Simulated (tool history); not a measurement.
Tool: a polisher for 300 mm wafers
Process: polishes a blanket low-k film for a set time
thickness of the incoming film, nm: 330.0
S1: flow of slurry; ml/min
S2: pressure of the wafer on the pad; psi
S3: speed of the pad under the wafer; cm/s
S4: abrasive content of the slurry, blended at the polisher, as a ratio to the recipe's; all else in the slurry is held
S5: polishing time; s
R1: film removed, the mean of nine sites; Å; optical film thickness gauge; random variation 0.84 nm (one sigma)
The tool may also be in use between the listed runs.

Run 1, hour 0.0: S1 290 ml/min, S2 2.3 psi, S3 116 cm/s, S4 1.0, S5 123 s. Result: R1 606.18 Å.
Run 2, hour 1.5: S1 290 ml/min, S2 1.8 psi, S3 116 cm/s, S4 1.0, S5 123 s. Result: R1 507.26 Å.
Run 3, hour 7.8: S1 290 ml/min, S2 2.1 psi, S3 118 cm/s, S4 1.0, S5 123 s. Result: R1 581.02 Å.
Run 4, hour 8.4: S1 290 ml/min, S2 2.3 psi, S3 118 cm/s, S4 1.0, S5 123 s. Result: R1 607.19 Å.
Run 5, hour 10.7: S1 290 ml/min, S2 1.8 psi, S3 118 cm/s, S4 1.0, S5 123 s. Result: R1 515.42 Å.
Run 6, hour 18.2: S1 290 ml/min, S2 2.0 psi, S3 118 cm/s, S4 1.0, S5 123 s. Result: R1 555.58 Å.

Run 7 comes next. What will it give?
Run 7, hour 20.4: S1 290 ml/min, S2 2.2 psi, S3 118 cm/s, S4 1.0, S5 123 s. Result: R1 ?.

Run 7 gave R1 594.95 Å.
